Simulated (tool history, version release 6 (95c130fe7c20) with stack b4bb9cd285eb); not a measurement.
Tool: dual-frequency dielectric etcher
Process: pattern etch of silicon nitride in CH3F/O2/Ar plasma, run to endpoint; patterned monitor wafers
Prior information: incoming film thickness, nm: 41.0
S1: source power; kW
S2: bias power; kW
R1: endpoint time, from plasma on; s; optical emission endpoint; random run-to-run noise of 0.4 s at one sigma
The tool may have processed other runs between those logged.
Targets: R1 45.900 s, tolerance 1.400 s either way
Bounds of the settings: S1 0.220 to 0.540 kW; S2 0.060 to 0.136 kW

{"run": 1, "hour": 0.0, "S1": 0.38, "S2": 0.098, "R1": 52.192}
{"run": 2, "hour": 6.8, "S1": 0.4, "S2": 0.1, "R1": 51.021}
{"run": 3, "hour": 10.1, "S1": 0.4, "S2": 0.084, "R1": 53.536}
{"run": 4, "hour": 13.0, "S1": 0.42, "S2": 0.087, "R1": 51.861}
{"run": 5, "hour": 18.7, "S1": 0.44, "S2": 0.089, "R1": 50.195}
{"run": 6, "hour": 19.6, "S1": 0.38, "S2": 0.089, "R1": 53.436}
{"run": 7, "hour": 21.7, "S1": 0.4, "S2": 0.092, "R1": 52.692}
{"run": 8, "hour": 29.0, "S1": 0.42, "S2": 0.094, "R1": 50.19}
{"run": 9, "hour": 37.5, "S1": 0.43, "S2": 0.095, "R1": 50.833}
{"run": 10, "hour": 43.7, "S1": 0.51, "S2": 0.114, "R1": 44.334}

Of the 4 settings listed for the next run, only one would bring every result within its allowed miss of target. Which one?
{"run": "A", "hour": 49.9, "S1": 0.54, "S2": 0.125, "R1": "?"}
{"run": "B", "hour": 49.9, "S1": 0.54, "S2": 0.091, "R1": "?"}
{"run": "C", "hour": 49.9, "S1": 0.54, "S2": 0.122, "R1": "?"}
{"run": "D", "hour": 49.9, "S1": 0.54, "S2": 0.13, "R1": "?"}

move=A R1=41.869
move=B R1=46.094
move=C R1=42.193
move=D R1=41.347
A: misses by more than the last run did
B: in spec on every target
C: misses by more than the last run did
D: misses by more than the last run did
The move that meets every target is B.
